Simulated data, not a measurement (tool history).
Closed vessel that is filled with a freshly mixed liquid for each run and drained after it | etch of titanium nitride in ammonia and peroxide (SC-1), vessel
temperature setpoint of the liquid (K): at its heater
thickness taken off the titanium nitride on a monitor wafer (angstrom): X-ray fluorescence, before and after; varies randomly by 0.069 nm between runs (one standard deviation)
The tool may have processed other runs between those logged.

run	hour	temperature setpoint of the liquid (K)	parts of water to one part of 30 % peroxide (parts by volume)	parts of 29 % ammonia solution to one part of 30 % peroxide (parts by volume)	time in the liquid (s)	thickness taken off the titanium nitride on a monitor wafer (angstrom)
1	0.0	328.15	27.5	0.65	305	159.59
2	0.9	326.65	27.5	0.65	305	145.96
3	2.2	326.65	34.5	0.65	305	127.68
4	8.7	326.65	34.5	0.65	325	135.60
5	12.8	333.65	34.5	0.65	325	219.93
6	17.1	333.65	34.5	0.65	325	217.29
7	22.8	331.15	34.5	0.65	325	185.15

For run 8, what comes out?
8	24.8	329.15	34.5	0.65	325	?

Run 8 gave thickness taken off the titanium nitride on a monitor wafer (angstrom) 159.72.
